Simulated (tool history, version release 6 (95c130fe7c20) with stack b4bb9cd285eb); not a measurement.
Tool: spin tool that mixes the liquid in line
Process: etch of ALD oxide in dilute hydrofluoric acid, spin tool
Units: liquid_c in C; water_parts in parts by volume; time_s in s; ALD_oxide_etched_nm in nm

run 1 hour=0.0 | liquid_c=25.0 water_parts=155 time_s=75 | ALD_oxide_etched_nm=7.0211
run 2 hour=8.1 | liquid_c=25.0 water_parts=210 time_s=75 | ALD_oxide_etched_nm=4.8611
run 3 hour=16.8 | liquid_c=26.0 water_parts=210 time_s=75 | ALD_oxide_etched_nm=5.0446
run 4 hour=18.1 | liquid_c=26.0 water_parts=210 time_s=85 | ALD_oxide_etched_nm=5.7581
run 5 hour=18.8 | liquid_c=26.0 water_parts=175 time_s=85 | ALD_oxide_etched_nm=7.1263
run 6 hour=26.1 | liquid_c=26.0 water_parts=125 time_s=85 | ALD_oxide_etched_nm=10.6420
run 7 hour=32.1 | liquid_c=23.5 water_parts=145 time_s=85 | ALD_oxide_etched_nm=8.0890
run 8 hour=40.6 | liquid_c=23.5 water_parts=145 time_s=85 | ALD_oxide_etched_nm=8.0551
run 9 hour=41.7 | liquid_c=21.5 water_parts=150 time_s=85 | ALD_oxide_etched_nm=7.1809
run 10 hour=42.4 | liquid_c=20.0 water_parts=155 time_s=85 | ALD_oxide_etched_nm=6.5672

The next listed run, before its measurement:
run 11 hour=47.2 | liquid_c=19.0 water_parts=160 time_s=85 | ALD_oxide_etched_nm=?

{"run 11": {"ALD_oxide_etched_nm": 6.0075}}
